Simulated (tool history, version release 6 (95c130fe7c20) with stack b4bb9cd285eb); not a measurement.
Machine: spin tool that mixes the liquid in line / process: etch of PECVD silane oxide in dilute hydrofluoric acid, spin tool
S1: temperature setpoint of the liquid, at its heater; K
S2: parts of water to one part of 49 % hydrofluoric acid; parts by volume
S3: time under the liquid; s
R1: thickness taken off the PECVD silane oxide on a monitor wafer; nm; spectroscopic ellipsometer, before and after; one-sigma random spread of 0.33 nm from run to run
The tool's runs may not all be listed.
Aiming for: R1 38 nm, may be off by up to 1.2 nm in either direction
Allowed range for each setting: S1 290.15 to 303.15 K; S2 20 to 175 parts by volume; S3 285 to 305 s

Run 1, hour 0: S1 295.15 K, S2 95 parts by volume, S3 285 s. Result: R1 52.637 nm.
Run 2, hour 3.4: S1 295.15 K, S2 95 parts by volume, S3 285 s. Result: R1 52.984 nm.
Run 3, hour 12: S1 295.15 K, S2 95 parts by volume, S3 305 s. Result: R1 55.849 nm.
Run 4, hour 15.4: S1 296.65 K, S2 95 parts by volume, S3 305 s. Result: R1 59.84 nm.
Run 5, hour 20: S1 295.65 K, S2 100 parts by volume, S3 305 s. Result: R1 54.412 nm.
Run 6, hour 24.2: S1 294.65 K, S2 105 parts by volume, S3 305 s. Result: R1 49.918 nm.
Run 7, hour 27.5: S1 293.65 K, S2 105 parts by volume, S3 305 s. Result: R1 47.57 nm.
Run 8, hour 30.7: S1 293.15 K, S2 105 parts by volume, S3 305 s. Result: R1 46.811 nm.
Run 9, hour 37: S1 292.65 K, S2 105 parts by volume, S3 305 s. Result: R1 45.429 nm.
Run 10, hour 39.5: S1 292.15 K, S2 105 parts by volume, S3 305 s. Result: R1 44.954 nm.
Run 11, hour 47.4: S1 291.65 K, S2 105 parts by volume, S3 305 s. Result: R1 43.995 nm.
Run 12, hour 50.3: S1 291.15 K, S2 105 parts by volume, S3 305 s. Result: R1 43.317 nm.
Run 13, hour 57.9: S1 290.65 K, S2 110 parts by volume, S3 305 s. Result: R1 40.551 nm.

Which single option among these 4 for the next run brings every result within its allowed miss of target? Just one does.
Run A, hour 65.5: S1 291.15 K, S2 100 parts by volume, S3 285 s. Result: R1 ?.
Run B, hour 65.5: S1 290.15 K, S2 105 parts by volume, S3 300 s. Result: R1 ?.
Run C, hour 65.5: S1 290.15 K, S2 105 parts by volume, S3 305 s. Result: R1 ?.
Run D, hour 65.5: S1 294.65 K, S2 125 parts by volume, S3 285 s. Result: R1 ?.

move      R1
   A  42.493
   B  40.636
   C  41.313
   D  38.163
A: the biggest miss grows against the last run
B: no better and no worse than the last run
C: the biggest miss grows against the last run
D: every result lands within tolerance
D meets every target.
